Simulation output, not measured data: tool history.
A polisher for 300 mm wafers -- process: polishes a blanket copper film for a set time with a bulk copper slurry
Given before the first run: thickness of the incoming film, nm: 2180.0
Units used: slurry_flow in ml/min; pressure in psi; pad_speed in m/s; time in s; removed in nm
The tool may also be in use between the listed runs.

run  hour  slurry_flow  pressure  pad_speed  slurry_solids  time  removed
  1     0          265       2.4       1.36              1    58   493.99
  2   4.1          265       2.7       1.36              1    58   550.01
  3   8.9          265       3.1       1.36              1    58   605.23
  4   9.5          210       3.1       1.36              1    58   587.94
  5  17.8          210       3.1       1.36              1    60   609.21
  6  20.9          205       2.7       1.34              1    60   538.48
  7  29.8          205       2.5       1.32              1    60   510.04
     36.5  -- head pressure recalibrated
  8  36.5          205       2.3        1.3              1    60   521.41

Run 9 has not been measured yet. What should we expect?
  9  38.7          205       2.1       1.24              1    60        ?

Run 9 came out at removed 474.1 nm.

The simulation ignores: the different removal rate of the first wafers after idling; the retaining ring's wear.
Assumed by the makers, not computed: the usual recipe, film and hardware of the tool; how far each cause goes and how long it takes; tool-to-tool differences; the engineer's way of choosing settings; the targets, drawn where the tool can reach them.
